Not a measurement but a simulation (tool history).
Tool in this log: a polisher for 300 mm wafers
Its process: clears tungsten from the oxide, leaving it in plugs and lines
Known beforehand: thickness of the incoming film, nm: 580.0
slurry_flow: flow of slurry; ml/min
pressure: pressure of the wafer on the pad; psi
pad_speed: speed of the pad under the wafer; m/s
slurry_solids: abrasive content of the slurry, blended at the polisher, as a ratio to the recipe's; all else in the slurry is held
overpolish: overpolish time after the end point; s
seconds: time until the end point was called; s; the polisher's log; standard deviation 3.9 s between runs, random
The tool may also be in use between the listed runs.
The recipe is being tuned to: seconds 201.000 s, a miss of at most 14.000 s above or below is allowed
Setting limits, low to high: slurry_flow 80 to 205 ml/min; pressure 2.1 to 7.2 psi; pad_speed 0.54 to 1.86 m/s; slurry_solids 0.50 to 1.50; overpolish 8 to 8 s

run  hour  slurry_flow  pressure  pad_speed  slurry_solids  overpolish  seconds
  1   0.0          135       4.6       1.18           1.00           8   79.760
  2   5.8          155       4.6       1.18           1.00           8   79.925
  3  13.0          155       4.3       1.12           1.00           8   88.658
  4  21.0          155       4.3       1.12           1.00           8   92.328
  5  27.1          155       4.3       1.12           0.90           8   87.861
  6  33.6          155       4.0       1.06           0.90           8  102.060
  7  36.0          155       3.8       1.02           0.90           8  109.880
  8  38.3          155       3.6       0.98           0.90           8  120.610
  9  41.8          155       3.4       0.96           0.90           8  126.300
 10  43.0          155       3.2       0.94           0.90           8  138.380
 11  48.1          155       3.2       0.94           0.90           8  146.370
 12  54.3          155       3.1       0.94           0.90           8  141.820
 13  61.2          155       3.0       0.92           0.90           8  154.730
 14  65.9          155       2.9       0.92           0.90           8  161.510
 15  71.4          155       2.8       0.92           0.90           8  169.910
 16  76.6          155       2.7       0.92           0.90           8  172.410
 17  77.3          155       2.6       0.92           0.90           8  177.220

Of the 5 settings listed for the next run, only one would bring every result within its allowed miss of target. Which one?
  A  78.0          155       2.3       1.18           0.55           8        ?
  B  78.0           85       3.2       1.02           0.90           8        ?
  C  78.0          135       2.1       0.98           0.95           8        ?
  D  78.0          155       2.7       0.90           1.00           8        ?
  E  78.0          140       3.2       0.82           0.80           8        ?

move  seconds
   A  158.190
   B  146.060
   C  197.690
   D  163.560
   E  159.990
A: lands further from the targets than the last run did
B: lands further from the targets than the last run did
C: every result lands within tolerance
D: lands further from the targets than the last run did
E: lands further from the targets than the last run did
Answer: C
